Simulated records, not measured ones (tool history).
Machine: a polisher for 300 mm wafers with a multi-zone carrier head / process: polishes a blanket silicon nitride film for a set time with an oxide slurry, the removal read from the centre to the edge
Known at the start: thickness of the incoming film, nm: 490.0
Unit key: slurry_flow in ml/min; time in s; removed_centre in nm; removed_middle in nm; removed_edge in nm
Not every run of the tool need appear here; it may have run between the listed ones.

| run | hour | slurry_flow | centre_zone | middle_zone | edge_zone | slurry_solids | time | removed_centre | removed_middle | removed_edge |
|---|---|---|---|---|---|---|---|---|---|---|
| 1 | 0.0 | 225 | 1.00 | 1.00 | 1.00 | 1.00 | 34 | 38.484 | 38.009 | 38.049 |
| 2 | 2.8 | 230 | 0.99 | 1.04 | 1.01 | 1.10 | 34 | 39.254 | 40.695 | 39.269 |
| 3 | 8.0 | 230 | 0.99 | 1.04 | 1.01 | 1.20 | 34 | 40.769 | 42.556 | 40.397 |
| 4 | 10.7 | 175 | 0.99 | 1.04 | 1.01 | 1.20 | 34 | 39.036 | 39.682 | 38.675 |
| 5 | 16.5 | 200 | 0.99 | 1.07 | 1.03 | 1.25 | 34 | 40.483 | 42.104 | 40.412 |
| 6 | 22.4 | 200 | 0.99 | 1.07 | 1.03 | 1.25 | 30 | 36.112 | 37.305 | 35.651 |
| 7 | 23.1 | 250 | 0.91 | 1.17 | 1.03 | 1.50 | 38 | 46.130 | 55.801 | 49.729 |
| 8 | 27.5 | 255 | 0.91 | 1.17 | 1.02 | 1.50 | 38 | 45.947 | 55.884 | 50.051 |
| 9 | 31.5 | 255 | 0.91 | 1.17 | 1.02 | 1.50 | 38 | 46.109 | 55.551 | 49.767 |
| 10 | 39.9 | 260 | 0.91 | 1.17 | 1.00 | 1.50 | 38 | 45.321 | 56.069 | 49.823 |
| 11 | 41.9 | 285 | 0.95 | 1.19 | 0.94 | 1.50 | 39 | 49.547 | 58.558 | 49.282 |

Run 12 is up next; what results do you expect?
| 12 | 45.1 | 285 | 0.94 | 1.19 | 0.94 | 1.50 | 39 | ? | ? | ? |

Run 12 produced removed_centre 49.600 nm, removed_middle 58.688 nm, removed_edge 49.368 nm.
